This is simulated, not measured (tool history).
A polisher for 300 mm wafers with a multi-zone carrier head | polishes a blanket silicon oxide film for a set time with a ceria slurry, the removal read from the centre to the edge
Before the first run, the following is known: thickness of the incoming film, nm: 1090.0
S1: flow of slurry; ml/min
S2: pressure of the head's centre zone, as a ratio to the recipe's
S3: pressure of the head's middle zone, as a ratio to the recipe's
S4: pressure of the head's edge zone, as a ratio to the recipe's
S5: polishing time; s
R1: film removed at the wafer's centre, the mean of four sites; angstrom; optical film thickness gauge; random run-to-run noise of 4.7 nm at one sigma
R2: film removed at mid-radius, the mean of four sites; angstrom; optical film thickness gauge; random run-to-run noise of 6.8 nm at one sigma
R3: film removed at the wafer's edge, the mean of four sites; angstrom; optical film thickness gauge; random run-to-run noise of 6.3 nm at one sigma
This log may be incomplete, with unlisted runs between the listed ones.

run	hour	S1	S2	S3	S4	S5	R1	R2	R3
1	0	140	1	1	1	86	3457.6	3505.8	3774.3
2	2.7	150	0.98	1.05	1.03	88	3439.3	3839.7	3903.6
3	10.2	165	0.98	1.05	1.03	88	3619.6	3907.8	3977.5
4	13.3	170	0.96	1.07	1.05	90	3667.9	4136.1	4119
5	15.7	170	0.96	1.04	1.05	90	3738.7	3888.4	4101.7
6	20.5	165	0.95	1.07	1.07	92	3691.5	4184.9	4277.9
7	21.1	165	0.94	1.09	1.08	93	3678.5	4257.6	4312.5
8	27.3	165	0.93	1.11	1.08	94	3644.4	4273.6	4294.2

What does the tool deliver on the next run?
# hour 28.6: edge zone pressure recalibrated
9	28.6	165	0.92	1.13	1.09	95	?	?	?

{"run 9": {"R1": 3605.2, "R2": 4465, "R3": 4152}}

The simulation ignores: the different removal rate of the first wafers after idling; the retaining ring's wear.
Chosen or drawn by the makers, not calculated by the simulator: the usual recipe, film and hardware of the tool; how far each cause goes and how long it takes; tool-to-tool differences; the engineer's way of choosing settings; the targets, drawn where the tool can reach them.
